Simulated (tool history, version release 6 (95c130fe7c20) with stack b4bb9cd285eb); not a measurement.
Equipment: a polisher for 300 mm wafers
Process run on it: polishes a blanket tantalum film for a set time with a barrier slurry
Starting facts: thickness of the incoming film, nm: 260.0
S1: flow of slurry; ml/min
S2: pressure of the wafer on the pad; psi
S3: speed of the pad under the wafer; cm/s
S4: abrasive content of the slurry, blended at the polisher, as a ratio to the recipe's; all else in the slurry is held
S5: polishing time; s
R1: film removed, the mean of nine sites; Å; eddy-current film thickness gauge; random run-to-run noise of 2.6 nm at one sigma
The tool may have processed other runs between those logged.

{"run": 1, "hour": 0.0, "S1": 145, "S2": 1.5, "S3": 128, "S4": 1.0, "S5": 62, "R1": 1026.1}
{"run": 2, "hour": 4.2, "S1": 145, "S2": 1.7, "S3": 130, "S4": 1.0, "S5": 62, "R1": 1150.2}
{"run": 3, "hour": 6.6, "S1": 145, "S2": 1.8, "S3": 132, "S4": 1.0, "S5": 62, "R1": 1221.6}
{"run": 4, "hour": 7.8, "S1": 145, "S2": 1.9, "S3": 134, "S4": 1.0, "S5": 62, "R1": 1327.3}
{"run": 5, "hour": 12.6, "S1": 145, "S2": 1.9, "S3": 134, "S4": 0.85, "S5": 62, "R1": 1255.1}
{"run": 6, "hour": 17.5, "S1": 145, "S2": 2.0, "S3": 136, "S4": 0.85, "S5": 62, "R1": 1317.9}
{"run": 7, "hour": 20.9, "S1": 145, "S2": 2.1, "S3": 140, "S4": 0.85, "S5": 62, "R1": 1411.4}

What will run 8 give?
{"run": 8, "hour": 21.9, "S1": 145, "S2": 2.1, "S3": 144, "S4": 0.85, "S5": 62, "R1": "?"}

Run 8 yielded R1 1453.7 Å.

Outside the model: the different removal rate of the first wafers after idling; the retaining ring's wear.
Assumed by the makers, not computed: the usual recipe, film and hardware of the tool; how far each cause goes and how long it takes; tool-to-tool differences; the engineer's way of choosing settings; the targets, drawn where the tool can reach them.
